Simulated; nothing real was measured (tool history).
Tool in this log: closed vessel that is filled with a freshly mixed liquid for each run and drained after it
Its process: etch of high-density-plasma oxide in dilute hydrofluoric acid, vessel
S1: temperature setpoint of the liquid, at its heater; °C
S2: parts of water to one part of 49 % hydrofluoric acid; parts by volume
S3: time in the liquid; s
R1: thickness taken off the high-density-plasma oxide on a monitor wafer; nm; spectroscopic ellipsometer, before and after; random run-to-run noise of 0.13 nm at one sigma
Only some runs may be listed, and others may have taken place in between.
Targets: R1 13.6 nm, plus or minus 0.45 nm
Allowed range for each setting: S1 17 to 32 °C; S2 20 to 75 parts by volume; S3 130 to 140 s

{"run": 1, "hour": 0.0, "S1": 24, "S2": 45, "S3": 130, "R1": 16.914}
{"run": 2, "hour": 3.3, "S1": 22.5, "S2": 45, "S3": 130, "R1": 15.958}
{"run": 3, "hour": 10.3, "S1": 22.5, "S2": 45, "S3": 140, "R1": 17.183}
{"run": 4, "hour": 17.9, "S1": 22.5, "S2": 40, "S3": 140, "R1": 19.303}
{"run": 5, "hour": 22.6, "S1": 22.5, "S2": 40, "S3": 130, "R1": 18.059}
{"run": 6, "hour": 26.4, "S1": 22.5, "S2": 40, "S3": 140, "R1": 19.628}
{"run": 7, "hour": 32.3, "S1": 21, "S2": 40, "S3": 140, "R1": 18.338}
{"run": 8, "hour": 38.2, "S1": 20, "S2": 40, "S3": 140, "R1": 17.718}
{"run": 9, "hour": 40.6, "S1": 19.5, "S2": 40, "S3": 140, "R1": 17.031}
{"run": 10, "hour": 45.9, "S1": 19, "S2": 40, "S3": 140, "R1": 16.892}
{"run": 11, "hour": 49.9, "S1": 17, "S2": 50, "S3": 140, "R1": 12.27}
{"run": 12, "hour": 54.0, "S1": 17.5, "S2": 50, "S3": 140, "R1": 12.593}
{"run": 13, "hour": 58.6, "S1": 18, "S2": 50, "S3": 140, "R1": 12.855}

Consider the 5 candidate settings below. Which is the only one whose results all fall within their allowed miss of target?
{"run": "A", "hour": 63.2, "S1": 20, "S2": 55, "S3": 135, "R1": "?"}
{"run": "B", "hour": 63.2, "S1": 18, "S2": 50, "S3": 130, "R1": "?"}
{"run": "C", "hour": 63.2, "S1": 17, "S2": 50, "S3": 140, "R1": "?"}
{"run": "D", "hour": 63.2, "S1": 17.5, "S2": 50, "S3": 130, "R1": "?"}
{"run": "E", "hour": 63.2, "S1": 19.5, "S2": 50, "S3": 140, "R1": "?"}

move=A R1=12.032
move=B R1=11.77
move=C R1=12.138
move=D R1=11.518
move=E R1=13.518
A: further off than the last run
B: further off than the last run
C: further off than the last run
D: further off than the last run
E: every result within its allowed miss
Move E is the one to make.
